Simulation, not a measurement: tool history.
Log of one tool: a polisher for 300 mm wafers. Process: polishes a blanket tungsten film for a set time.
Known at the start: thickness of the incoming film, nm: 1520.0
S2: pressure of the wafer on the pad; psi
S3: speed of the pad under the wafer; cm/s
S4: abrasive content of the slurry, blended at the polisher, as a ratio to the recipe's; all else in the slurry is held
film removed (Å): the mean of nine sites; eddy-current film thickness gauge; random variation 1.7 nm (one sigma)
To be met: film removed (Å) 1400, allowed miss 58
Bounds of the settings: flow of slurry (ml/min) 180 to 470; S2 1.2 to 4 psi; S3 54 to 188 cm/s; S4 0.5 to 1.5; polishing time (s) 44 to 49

run 1 hour=0 | flow_of_slurry_(ml/min)=300 S2=2.6 S3=120 S4=1 polishing_time_(s)=49 | film_removed_(Å)=2329.9
run 2 hour=7.8 | flow_of_slurry_(ml/min)=300 S2=2.4 S3=120 S4=1 polishing_time_(s)=49 | film_removed_(Å)=2145
run 3 hour=8.4 | flow_of_slurry_(ml/min)=300 S2=2.1 S3=120 S4=1 polishing_time_(s)=49 | film_removed_(Å)=1907.2
run 4 hour=15.4 | flow_of_slurry_(ml/min)=340 S2=2.1 S3=120 S4=1 polishing_time_(s)=49 | film_removed_(Å)=1897.8
run 5 hour=23.9 | flow_of_slurry_(ml/min)=370 S2=2.1 S3=120 S4=1 polishing_time_(s)=49 | film_removed_(Å)=1925.6
run 6 hour=27.1 | flow_of_slurry_(ml/min)=370 S2=1.9 S3=120 S4=1 polishing_time_(s)=49 | film_removed_(Å)=1747.4
run 7 hour=33.6 | flow_of_slurry_(ml/min)=370 S2=1.8 S3=120 S4=1 polishing_time_(s)=49 | film_removed_(Å)=1658.5
run 8 hour=40.1 | flow_of_slurry_(ml/min)=370 S2=1.7 S3=120 S4=1 polishing_time_(s)=49 | film_removed_(Å)=1601.6
run 9 hour=41.5 | flow_of_slurry_(ml/min)=370 S2=1.6 S3=120 S4=1 polishing_time_(s)=49 | film_removed_(Å)=1496.1

5 next moves are on the table. One of them brings every result within its allowed miss. Which?
run A hour=42.9 | flow_of_slurry_(ml/min)=290 S2=2.2 S3=108 S4=1.1 polishing_time_(s)=44 | film_removed_(Å)=?
run B hour=42.9 | flow_of_slurry_(ml/min)=335 S2=1.5 S3=128 S4=1.1 polishing_time_(s)=44 | film_removed_(Å)=?
run C hour=42.9 | flow_of_slurry_(ml/min)=295 S2=1.9 S3=122 S4=1.25 polishing_time_(s)=44 | film_removed_(Å)=?
run D hour=42.9 | flow_of_slurry_(ml/min)=335 S2=1.4 S3=140 S4=1.35 polishing_time_(s)=44 | film_removed_(Å)=?
run E hour=42.9 | flow_of_slurry_(ml/min)=310 S2=1.8 S3=120 S4=0.95 polishing_time_(s)=49 | film_removed_(Å)=?

move=A film_removed_(Å)=1646.5
move=B film_removed_(Å)=1391
move=C film_removed_(Å)=1680.3
move=D film_removed_(Å)=1513.1
move=E film_removed_(Å)=1627.2
A: further off than the last run
B: meets every target
C: further off than the last run
D: further off than the last run
E: further off than the last run
The right move is B.
